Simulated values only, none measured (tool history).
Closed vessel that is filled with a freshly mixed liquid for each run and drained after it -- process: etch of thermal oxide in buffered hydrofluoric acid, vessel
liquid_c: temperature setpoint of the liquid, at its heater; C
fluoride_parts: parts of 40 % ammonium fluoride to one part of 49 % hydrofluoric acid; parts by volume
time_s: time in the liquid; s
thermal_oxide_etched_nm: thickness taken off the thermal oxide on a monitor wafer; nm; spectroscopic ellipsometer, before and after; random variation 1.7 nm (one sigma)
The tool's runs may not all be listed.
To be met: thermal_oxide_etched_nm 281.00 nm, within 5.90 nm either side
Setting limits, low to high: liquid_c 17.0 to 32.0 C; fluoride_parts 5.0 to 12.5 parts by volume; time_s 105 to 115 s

Run 1, hour 0.0: liquid_c 25.0 C, fluoride_parts 7.5 parts by volume, time_s 105 s. Result: thermal_oxide_etched_nm 147.66 nm.
Run 2, hour 5.5: liquid_c 25.0 C, fluoride_parts 9.5 parts by volume, time_s 105 s. Result: thermal_oxide_etched_nm 117.17 nm.
Run 3, hour 13.6: liquid_c 27.0 C, fluoride_parts 9.5 parts by volume, time_s 105 s. Result: thermal_oxide_etched_nm 130.07 nm.
Run 4, hour 21.9: liquid_c 27.0 C, fluoride_parts 9.5 parts by volume, time_s 115 s. Result: thermal_oxide_etched_nm 144.00 nm.
Run 5, hour 26.6: liquid_c 27.5 C, fluoride_parts 9.0 parts by volume, time_s 115 s. Result: thermal_oxide_etched_nm 153.65 nm.
Run 6, hour 35.7: liquid_c 28.0 C, fluoride_parts 8.5 parts by volume, time_s 115 s. Result: thermal_oxide_etched_nm 167.30 nm.
Run 7, hour 37.5: liquid_c 28.5 C, fluoride_parts 8.0 parts by volume, time_s 115 s. Result: thermal_oxide_etched_nm 182.66 nm.
Run 8, hour 41.0: liquid_c 29.0 C, fluoride_parts 7.5 parts by volume, time_s 115 s. Result: thermal_oxide_etched_nm 202.50 nm.
At hour 48.3: thermometer replaced.
Run 9, hour 48.3: liquid_c 29.5 C, fluoride_parts 7.5 parts by volume, time_s 115 s. Result: thermal_oxide_etched_nm 232.30 nm.
Run 10, hour 56.1: liquid_c 30.0 C, fluoride_parts 7.5 parts by volume, time_s 115 s. Result: thermal_oxide_etched_nm 236.15 nm.
Run 11, hour 60.7: liquid_c 31.0 C, fluoride_parts 7.5 parts by volume, time_s 115 s. Result: thermal_oxide_etched_nm 252.73 nm.

Which single option among these 4 for the next run brings every result within its allowed miss of target? Just one does.
Run A, hour 65.3: liquid_c 29.0 C, fluoride_parts 6.0 parts by volume, time_s 110 s. Result: thermal_oxide_etched_nm ?.
Run B, hour 65.3: liquid_c 31.0 C, fluoride_parts 7.5 parts by volume, time_s 110 s. Result: thermal_oxide_etched_nm ?.
Run C, hour 65.3: liquid_c 31.5 C, fluoride_parts 6.5 parts by volume, time_s 110 s. Result: thermal_oxide_etched_nm ?.
Run D, hour 65.3: liquid_c 32.0 C, fluoride_parts 7.5 parts by volume, time_s 115 s. Result: thermal_oxide_etched_nm ?.

move  thermal_oxide_etched_nm
   A                   263.13
   B                   237.37
   C                   279.81
   D                   261.37
A: better than the last run, though not everything is in spec
B: misses by more than the last run did
C: hits every target within its allowed miss
D: better than the last run, though not everything is in spec
The right move is C.

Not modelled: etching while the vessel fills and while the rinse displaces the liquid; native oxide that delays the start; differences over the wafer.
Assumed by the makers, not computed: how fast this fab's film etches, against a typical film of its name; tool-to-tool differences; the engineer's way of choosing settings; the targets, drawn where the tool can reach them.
